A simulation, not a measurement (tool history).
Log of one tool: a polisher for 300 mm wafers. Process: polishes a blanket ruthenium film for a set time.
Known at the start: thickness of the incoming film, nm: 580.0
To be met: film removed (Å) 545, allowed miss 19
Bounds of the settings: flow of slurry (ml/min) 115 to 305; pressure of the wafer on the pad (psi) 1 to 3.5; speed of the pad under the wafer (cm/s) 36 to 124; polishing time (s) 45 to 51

run	hour	flow of slurry (ml/min)	pressure of the wafer on the pad (psi)	speed of the pad under the wafer (cm/s)	polishing time (s)	film removed (Å)
1	0	195	2.2	80	51	407.61
2	4	200	2.4	80	51	440.27
3	9.2	200	2.4	60	51	353.21
4	16	200	2.7	60	51	395.38
5	19.2	205	2.9	60	51	432.95
6	28	240	2.9	60	51	434.5
7	33.5	240	3	60	51	448.99
8	37.3	240	3.1	60	51	468.69
9	39.2	240	3.2	60	51	478.55
10	45.8	240	3.3	60	51	500.86
11	54.3	240	3.4	60	51	500.11
12	59.4	245	3.4	62	51	524.6

4 next moves are on the table. One of them brings every result within its allowed miss. Which?
A	64.5	205	3.4	62	50	?
B	64.5	255	3.3	64	50	?
C	64.5	230	3.1	72	47	?
D	64.5	205	3.5	64	51	?

move	film removed (Å)
A	500.12
B	511.02
C	488.35
D	537.44
A: further off than the last run
B: further off than the last run
C: further off than the last run
D: meets every target
Move D is the one to make.
